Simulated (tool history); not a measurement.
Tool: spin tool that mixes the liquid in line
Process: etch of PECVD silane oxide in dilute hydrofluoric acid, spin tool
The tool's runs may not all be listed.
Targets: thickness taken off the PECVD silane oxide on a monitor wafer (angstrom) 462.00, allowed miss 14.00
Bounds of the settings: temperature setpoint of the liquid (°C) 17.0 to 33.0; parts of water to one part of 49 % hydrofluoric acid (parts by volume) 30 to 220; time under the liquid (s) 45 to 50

run,hour,temperature setpoint of the liquid (°C),parts of water to one part of 49 % hydrofluoric acid (parts by volume),time under the liquid (s),thickness taken off the PECVD silane oxide on a monitor wafer (angstrom)
1,0.0,25.0,125,45,181.89
2,8.5,25.0,145,45,152.76
3,10.5,26.0,135,45,173.60
4,15.3,27.0,125,45,197.28
5,20.9,27.0,125,45,193.67
6,25.9,27.5,115,45,217.16
7,31.3,28.0,105,45,247.65
8,36.1,28.5,100,45,265.34
9,42.8,28.5,100,45,266.12
10,48.3,32.5,50,45,674.87
11,52.3,28.5,50,45,564.42
12,55.1,28.0,50,45,562.82
13,62.6,27.5,50,45,559.26
14,69.2,27.0,50,45,542.73
15,76.7,26.5,50,45,527.95

Which of these 5 next moves meets every target?
A,84.2,22.0,45,45,?
B,84.2,25.5,55,45,?
C,84.2,27.0,45,50,?
D,84.2,27.5,55,50,?
E,84.2,29.5,65,50,?

move,thickness taken off the PECVD silane oxide on a monitor wafer (angstrom)
A,497.24
B,463.84
C,678.74
D,558.50
E,503.87
A: nearer than the last run, and not there yet
B: meets every target
C: further off than the last run
D: further off than the last run
E: nearer than the last run, and not there yet
The right move is B.

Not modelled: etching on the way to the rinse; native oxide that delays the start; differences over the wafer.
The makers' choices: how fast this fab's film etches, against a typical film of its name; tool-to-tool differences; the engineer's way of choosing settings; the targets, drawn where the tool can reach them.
